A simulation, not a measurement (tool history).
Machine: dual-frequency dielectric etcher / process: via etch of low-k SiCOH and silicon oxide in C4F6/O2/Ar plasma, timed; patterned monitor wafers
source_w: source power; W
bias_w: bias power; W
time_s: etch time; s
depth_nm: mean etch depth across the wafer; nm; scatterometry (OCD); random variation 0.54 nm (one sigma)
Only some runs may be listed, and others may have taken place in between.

run  hour  source_w  bias_w  time_s  depth_nm
  1     0       470     228      96    284.65
  2   5.5       430     221      96    274.47
  3  12.5       430     237      96    278.35
  4  17.3       430     237      96    279.54
  5  22.2       400     228      96    269.33
  6  27.1       400     256      96    278.43
  7  30.9       370     246      96    270.13

Forecast run 8:
  8  39.3       350     237      96         ?

{"run 8": {"depth_nm": 260.64}}
